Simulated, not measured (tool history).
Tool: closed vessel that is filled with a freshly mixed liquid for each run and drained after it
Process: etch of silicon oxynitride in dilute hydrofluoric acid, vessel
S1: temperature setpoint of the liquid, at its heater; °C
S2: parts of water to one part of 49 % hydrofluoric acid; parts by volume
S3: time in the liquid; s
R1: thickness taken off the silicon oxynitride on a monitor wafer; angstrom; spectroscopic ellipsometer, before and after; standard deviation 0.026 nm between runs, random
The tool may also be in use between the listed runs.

{"run": 1, "hour": 0.0, "S1": 25, "S2": 120, "S3": 135, "R1": 21.378}
{"run": 2, "hour": 8.2, "S1": 25, "S2": 145, "S3": 135, "R1": 17.189}
{"run": 3, "hour": 13.3, "S1": 27, "S2": 145, "S3": 135, "R1": 18.628}
{"run": 4, "hour": 19.6, "S1": 27, "S2": 180, "S3": 135, "R1": 14.645}
{"run": 5, "hour": 26.1, "S1": 24.5, "S2": 180, "S3": 135, "R1": 13.006}
{"run": 6, "hour": 33.2, "S1": 24.5, "S2": 180, "S3": 80, "R1": 7.8417}
{"run": 7, "hour": 37.0, "S1": 26.5, "S2": 170, "S3": 80, "R1": 8.9374}
{"run": 8, "hour": 41.1, "S1": 26.5, "S2": 145, "S3": 80, "R1": 10.653}

Forecast run 9:
{"run": 9, "hour": 45.3, "S1": 26.5, "S2": 145, "S3": 80, "R1": "?"}

{"run 9": {"R1": 10.703}}

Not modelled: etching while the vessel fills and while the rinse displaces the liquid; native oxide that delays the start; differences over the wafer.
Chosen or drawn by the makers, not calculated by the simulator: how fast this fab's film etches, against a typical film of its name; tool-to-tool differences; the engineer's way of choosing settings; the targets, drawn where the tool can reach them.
